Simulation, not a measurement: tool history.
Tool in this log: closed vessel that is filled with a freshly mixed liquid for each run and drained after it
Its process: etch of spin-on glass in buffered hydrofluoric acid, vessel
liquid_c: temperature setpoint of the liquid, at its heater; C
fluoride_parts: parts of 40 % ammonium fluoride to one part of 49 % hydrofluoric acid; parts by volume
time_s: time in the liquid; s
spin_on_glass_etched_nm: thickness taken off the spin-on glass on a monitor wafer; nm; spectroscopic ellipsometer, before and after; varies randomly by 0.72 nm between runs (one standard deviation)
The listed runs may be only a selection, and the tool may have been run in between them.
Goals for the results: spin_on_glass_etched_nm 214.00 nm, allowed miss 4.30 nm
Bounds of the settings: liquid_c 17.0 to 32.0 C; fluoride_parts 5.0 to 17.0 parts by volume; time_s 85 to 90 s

Run 1, hour 0.0: liquid_c 24.0 C, fluoride_parts 10.5 parts by volume, time_s 85 s. Result: spin_on_glass_etched_nm 270.57 nm.
Run 2, hour 7.1: liquid_c 26.0 C, fluoride_parts 10.5 parts by volume, time_s 85 s. Result: spin_on_glass_etched_nm 299.96 nm.
Run 3, hour 11.4: liquid_c 25.0 C, fluoride_parts 10.5 parts by volume, time_s 85 s. Result: spin_on_glass_etched_nm 285.72 nm.
Run 4, hour 18.2: liquid_c 24.0 C, fluoride_parts 10.5 parts by volume, time_s 85 s. Result: spin_on_glass_etched_nm 269.63 nm.
Run 5, hour 20.9: liquid_c 23.5 C, fluoride_parts 10.5 parts by volume, time_s 85 s. Result: spin_on_glass_etched_nm 261.28 nm.
Run 6, hour 23.2: liquid_c 23.0 C, fluoride_parts 10.5 parts by volume, time_s 85 s. Result: spin_on_glass_etched_nm 256.32 nm.
Run 7, hour 31.6: liquid_c 22.5 C, fluoride_parts 10.5 parts by volume, time_s 85 s. Result: spin_on_glass_etched_nm 249.77 nm.
Run 8, hour 33.0: liquid_c 22.0 C, fluoride_parts 10.5 parts by volume, time_s 85 s. Result: spin_on_glass_etched_nm 240.62 nm.
Run 9, hour 40.7: liquid_c 21.5 C, fluoride_parts 10.5 parts by volume, time_s 85 s. Result: spin_on_glass_etched_nm 235.30 nm.
Run 10, hour 48.7: liquid_c 21.5 C, fluoride_parts 10.5 parts by volume, time_s 85 s. Result: spin_on_glass_etched_nm 235.62 nm.
Run 11, hour 58.0: liquid_c 21.0 C, fluoride_parts 10.5 parts by volume, time_s 85 s. Result: spin_on_glass_etched_nm 228.07 nm.
Run 12, hour 60.2: liquid_c 21.0 C, fluoride_parts 10.5 parts by volume, time_s 85 s. Result: spin_on_glass_etched_nm 228.09 nm.
Run 13, hour 69.2: liquid_c 20.5 C, fluoride_parts 10.5 parts by volume, time_s 85 s. Result: spin_on_glass_etched_nm 223.60 nm.

Exactly one of the 4 candidate moves below puts every result within its allowed miss. Which one?
Run A, hour 78.2: liquid_c 18.5 C, fluoride_parts 9.5 parts by volume, time_s 85 s. Result: spin_on_glass_etched_nm ?.
Run B, hour 78.2: liquid_c 17.0 C, fluoride_parts 8.0 parts by volume, time_s 85 s. Result: spin_on_glass_etched_nm ?.
Run C, hour 78.2: liquid_c 21.0 C, fluoride_parts 11.5 parts by volume, time_s 90 s. Result: spin_on_glass_etched_nm ?.
Run D, hour 78.2: liquid_c 22.5 C, fluoride_parts 11.5 parts by volume, time_s 85 s. Result: spin_on_glass_etched_nm ?.

move  spin_on_glass_etched_nm
   A                   216.41
   B                   233.66
   C                   222.72
   D                   228.56
A: hits every target within its allowed miss
B: moves away from the targets compared with the last run
C: closes in on the targets versus the last run, not all within tolerance yet
D: moves away from the targets compared with the last run
The right move is A.

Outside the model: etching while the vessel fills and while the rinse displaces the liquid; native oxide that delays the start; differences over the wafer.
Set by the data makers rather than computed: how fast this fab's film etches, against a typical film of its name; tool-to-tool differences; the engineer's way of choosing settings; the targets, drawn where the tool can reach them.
